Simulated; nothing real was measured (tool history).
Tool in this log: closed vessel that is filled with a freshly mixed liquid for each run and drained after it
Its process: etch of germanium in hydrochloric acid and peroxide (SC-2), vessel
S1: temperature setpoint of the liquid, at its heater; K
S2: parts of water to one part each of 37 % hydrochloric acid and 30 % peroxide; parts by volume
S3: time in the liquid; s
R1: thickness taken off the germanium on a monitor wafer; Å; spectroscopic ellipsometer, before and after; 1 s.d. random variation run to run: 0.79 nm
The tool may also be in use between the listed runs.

run 1 hour=0.0 | S1=322.15 S2=9 S3=105 | R1=1865.1
run 2 hour=7.1 | S1=322.15 S2=9 S3=110 | R1=1971.9
run 3 hour=13.3 | S1=322.15 S2=11 S3=110 | R1=1942.0
run 4 hour=20.7 | S1=322.15 S2=14 S3=110 | R1=1859.0
run 5 hour=22.4 | S1=322.15 S2=11 S3=110 | R1=1916.7
run 6 hour=30.3 | S1=322.15 S2=11 S3=105 | R1=1845.6

Expected results for the next run?
run 7 hour=34.7 | S1=319.15 S2=11 S3=105 | R1=?

{"run 7": {"R1": 1685.9}}
